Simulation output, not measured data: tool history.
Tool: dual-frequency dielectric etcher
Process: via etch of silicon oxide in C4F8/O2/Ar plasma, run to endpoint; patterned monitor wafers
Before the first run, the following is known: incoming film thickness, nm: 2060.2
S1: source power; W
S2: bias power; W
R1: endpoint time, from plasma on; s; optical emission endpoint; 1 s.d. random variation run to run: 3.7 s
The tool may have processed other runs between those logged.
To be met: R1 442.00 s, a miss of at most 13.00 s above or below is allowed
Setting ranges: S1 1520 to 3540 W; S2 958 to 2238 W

Run 1, hour 0.0: S1 2530 W, S2 1598 W. Result: R1 343.65 s.
Run 2, hour 6.6: S1 2530 W, S2 1852 W. Result: R1 329.58 s.
Run 3, hour 15.4: S1 2530 W, S2 2010 W. Result: R1 323.11 s.
Run 4, hour 21.0: S1 2530 W, S2 1819 W. Result: R1 328.13 s.
At hour 27.5: source power generator calibrated.
Run 5, hour 27.5: S1 2280 W, S2 1819 W. Result: R1 364.19 s.
Run 6, hour 29.4: S1 2620 W, S2 1819 W. Result: R1 335.22 s.
Run 7, hour 30.1: S1 2340 W, S2 1651 W. Result: R1 368.88 s.
Run 8, hour 35.6: S1 2210 W, S2 1635 W. Result: R1 382.81 s.
Run 9, hour 38.4: S1 2100 W, S2 1621 W. Result: R1 399.04 s.
Run 10, hour 42.8: S1 1640 W, S2 1540 W. Result: R1 479.45 s.
Run 11, hour 45.1: S1 1700 W, S2 1546 W. Result: R1 471.08 s.
Run 12, hour 45.8: S1 1740 W, S2 1551 W. Result: R1 457.39 s.

Next run, 5 choices. One meets every target within its allowed miss, the rest don't. Which?
Run A, hour 46.5: S1 1630 W, S2 1454 W. Result: R1 ?.
Run B, hour 46.5: S1 1570 W, S2 1588 W. Result: R1 ?.
Run C, hour 46.5: S1 1770 W, S2 1613 W. Result: R1 ?.
Run D, hour 46.5: S1 1640 W, S2 1673 W. Result: R1 ?.
Run E, hour 46.5: S1 1790 W, S2 1353 W. Result: R1 ?.

move      R1
   A  488.40
   B  491.86
   C  445.19
   D  467.68
   E  462.60
A: further off than the last run
B: further off than the last run
C: meets every target
D: further off than the last run
E: further off than the last run
Answer: C
